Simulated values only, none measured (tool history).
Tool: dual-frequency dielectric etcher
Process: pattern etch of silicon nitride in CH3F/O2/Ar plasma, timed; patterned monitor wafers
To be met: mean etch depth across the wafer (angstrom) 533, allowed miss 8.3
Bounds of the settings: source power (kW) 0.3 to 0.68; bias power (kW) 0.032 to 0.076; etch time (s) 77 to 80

run,hour,source power (kW),bias power (kW),etch time (s),mean etch depth across the wafer (angstrom)
1,0,0.49,0.054,77,571.92
2,3.3,0.47,0.054,77,559.04
3,12.1,0.47,0.045,77,510.58
4,12.7,0.47,0.041,77,484.36
5,14.8,0.5,0.041,77,504
6,15.6,0.52,0.041,77,507.73
7,20.6,0.54,0.041,77,520.74
8,27.3,0.55,0.041,77,520.36

Which of these 4 next moves meets every target?
A,34,0.51,0.045,80,?
B,34,0.59,0.042,77.5,?
C,34,0.56,0.039,80,?
D,34,0.5,0.048,78.5,?

move,mean etch depth across the wafer (angstrom)
A,552.47
B,550.56
C,534.2
D,555.62
A: takes the result that was furthest off past its target
B: takes the result that was furthest off past its target
C: meets every target
D: takes the result that was furthest off past its target
The right move is C.

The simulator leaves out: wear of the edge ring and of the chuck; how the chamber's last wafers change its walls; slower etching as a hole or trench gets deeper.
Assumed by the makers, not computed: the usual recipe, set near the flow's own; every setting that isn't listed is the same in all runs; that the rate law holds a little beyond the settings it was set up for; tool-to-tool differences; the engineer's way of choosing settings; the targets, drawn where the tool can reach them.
